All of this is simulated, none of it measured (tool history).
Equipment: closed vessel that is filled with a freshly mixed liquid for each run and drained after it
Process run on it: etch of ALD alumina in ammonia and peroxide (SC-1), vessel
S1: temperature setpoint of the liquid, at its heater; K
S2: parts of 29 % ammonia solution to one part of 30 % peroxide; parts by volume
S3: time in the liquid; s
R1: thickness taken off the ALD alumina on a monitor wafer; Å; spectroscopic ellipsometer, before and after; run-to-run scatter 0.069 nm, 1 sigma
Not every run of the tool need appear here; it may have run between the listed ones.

| run | hour | S1 | S2 | S3 | R1 |
|---|---|---|---|---|---|
| 1 | 0 | 326.15 | 0.95 | 130 | 85.932 |
| 2 | 3.8 | 327.15 | 0.95 | 130 | 91.099 |
| 3 | 11.7 | 328.15 | 0.95 | 130 | 95.832 |
| 4 | 14.1 | 328.15 | 1.15 | 130 | 98.308 |
| 5 | 15.9 | 329.15 | 1.15 | 130 | 103.13 |
| 6 | 18.8 | 329.15 | 1.15 | 130 | 103.27 |
| 7 | 20.4 | 329.15 | 1.15 | 130 | 103.45 |
| 8 | 22 | 329.65 | 1.15 | 130 | 106.19 |
| 9 | 24.9 | 330.15 | 1.15 | 130 | 109.27 |
| 10 | 32.3 | 330.65 | 1.15 | 130 | 111.7 |
| 11 | 37.7 | 331.15 | 1.15 | 130 | 114.85 |
| 12 | 42.4 | 331.65 | 1.15 | 130 | 118.63 |
| 13 | 48.6 | 332.15 | 1.15 | 130 | 120.88 |

Run 14 is up next; what results do you expect?
| 14 | 49.6 | 332.65 | 1.15 | 130 | ? |

{"run 14": {"R1": 123.64}}
